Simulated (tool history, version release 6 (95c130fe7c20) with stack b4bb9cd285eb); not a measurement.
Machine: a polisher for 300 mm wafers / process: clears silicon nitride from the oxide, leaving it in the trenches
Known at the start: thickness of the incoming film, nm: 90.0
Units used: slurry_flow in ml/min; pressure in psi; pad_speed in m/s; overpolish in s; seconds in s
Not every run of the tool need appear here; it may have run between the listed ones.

Run 1, hour 0: slurry_flow 185 ml/min, pressure 2.7 psi, pad_speed 1.2 m/s, overpolish 42 s. Result: seconds 75.839 s.
Run 2, hour 1.9: slurry_flow 185 ml/min, pressure 2.7 psi, pad_speed 1.2 m/s, overpolish 42 s. Result: seconds 75.92 s.
Run 3, hour 5.7: slurry_flow 185 ml/min, pressure 3 psi, pad_speed 1.2 m/s, overpolish 42 s. Result: seconds 67.887 s.
Run 4, hour 11.4: slurry_flow 185 ml/min, pressure 3 psi, pad_speed 1.2 m/s, overpolish 42 s. Result: seconds 69.604 s.
Run 5, hour 14.8: slurry_flow 185 ml/min, pressure 2.5 psi, pad_speed 1.2 m/s, overpolish 42 s. Result: seconds 82.134 s.
Run 6, hour 16.3: slurry_flow 185 ml/min, pressure 2.9 psi, pad_speed 1.2 m/s, overpolish 42 s. Result: seconds 73.578 s.
Run 7, hour 21.2: slurry_flow 195 ml/min, pressure 3.6 psi, pad_speed 1.54 m/s, overpolish 42 s. Result: seconds 44.611 s.
Run 8, hour 29: slurry_flow 195 ml/min, pressure 3.7 psi, pad_speed 1.54 m/s, overpolish 42 s. Result: seconds 43.717 s.
Run 9, hour 31.8: slurry_flow 195 ml/min, pressure 3.8 psi, pad_speed 1.54 m/s, overpolish 42 s. Result: seconds 41.986 s.

Expected results for the next run?
Run 10, hour 40.3: slurry_flow 195 ml/min, pressure 3.9 psi, pad_speed 1.54 m/s, overpolish 42 s. Result: seconds ?.

Run 10 measured seconds 41.115 s.
